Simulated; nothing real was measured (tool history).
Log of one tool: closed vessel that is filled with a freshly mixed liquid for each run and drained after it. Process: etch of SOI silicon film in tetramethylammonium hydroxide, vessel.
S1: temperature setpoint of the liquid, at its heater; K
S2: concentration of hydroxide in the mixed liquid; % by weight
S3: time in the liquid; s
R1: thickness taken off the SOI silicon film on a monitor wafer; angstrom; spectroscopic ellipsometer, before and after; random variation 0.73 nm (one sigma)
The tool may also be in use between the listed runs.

run 1 hour=0 | S1=338.15 S2=12 S3=30 | R1=1587.3
run 2 hour=9 | S1=336.15 S2=12 S3=30 | R1=1416.7
run 3 hour=12.5 | S1=336.15 S2=14 S3=30 | R1=1334.5
run 4 hour=16.3 | S1=336.15 S2=15.5 S3=30 | R1=1251.2
run 5 hour=20.6 | S1=341.15 S2=15.5 S3=30 | R1=1699
run 6 hour=23.9 | S1=341.15 S2=16.5 S3=30 | R1=1677.6
run 7 hour=28.6 | S1=338.65 S2=16.5 S3=30 | R1=1438.6

Forecast run 8:
run 8 hour=36.3 | S1=332.65 S2=16.5 S3=30 | R1=?

Run 8 gave R1 1004.6 angstrom.
